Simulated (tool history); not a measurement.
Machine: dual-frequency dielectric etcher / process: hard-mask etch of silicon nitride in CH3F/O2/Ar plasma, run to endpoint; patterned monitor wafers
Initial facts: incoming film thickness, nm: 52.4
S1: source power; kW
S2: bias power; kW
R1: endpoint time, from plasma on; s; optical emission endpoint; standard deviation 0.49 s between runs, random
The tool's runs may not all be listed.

run,hour,S1,S2,R1
1,0,0.44,0.087,74.256
2,4.7,0.44,0.102,70.421
3,9,0.44,0.094,71.964
4,11.7,0.44,0.102,70.305
5,13.8,0.44,0.09,73.405
6,16.1,0.44,0.078,76.645
# hour 24.6: source power generator calibrated
7,24.6,0.4,0.073,80.251

What does the tool deliver on the next run?
8,31.8,0.31,0.055,?

Run 8 yielded R1 96.685 s.

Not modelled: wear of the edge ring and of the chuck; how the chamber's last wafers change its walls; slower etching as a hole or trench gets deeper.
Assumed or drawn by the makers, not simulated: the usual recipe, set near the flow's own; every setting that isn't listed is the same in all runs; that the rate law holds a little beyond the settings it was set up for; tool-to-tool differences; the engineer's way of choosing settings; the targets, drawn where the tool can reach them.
